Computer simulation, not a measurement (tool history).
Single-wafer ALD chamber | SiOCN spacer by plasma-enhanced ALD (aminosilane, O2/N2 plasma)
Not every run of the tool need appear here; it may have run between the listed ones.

| run | hour | heater temperature setpoint (°C) | number of ALD cycles (cycles) | mean film thickness on the monitor wafer (Å) |
|---|---|---|---|---|
| 1 | 0 | 410 | 104 | 62.253 |
| 2 | 7 | 401 | 104 | 62.497 |
| 3 | 13.4 | 401 | 93 | 56.008 |
| 4 | 17 | 401 | 100 | 60.15 |
| 5 | 19.6 | 401 | 103 | 62.051 |
| 6 | 28.1 | 401 | 96 | 58.278 |
| 7 | 31.5 | 400 | 101 | 60.856 |
| 8 | 33.3 | 400 | 104 | 62.69 |
| 9 | 36.8 | 400 | 106 | 64.231 |
| 10 | 46.1 | 399 | 107 | 64.25 |

For run 11, what comes out?
| 11 | 49.2 | 399 | 108 | ? |

mean film thickness on the monitor wafer (Å): 64.699

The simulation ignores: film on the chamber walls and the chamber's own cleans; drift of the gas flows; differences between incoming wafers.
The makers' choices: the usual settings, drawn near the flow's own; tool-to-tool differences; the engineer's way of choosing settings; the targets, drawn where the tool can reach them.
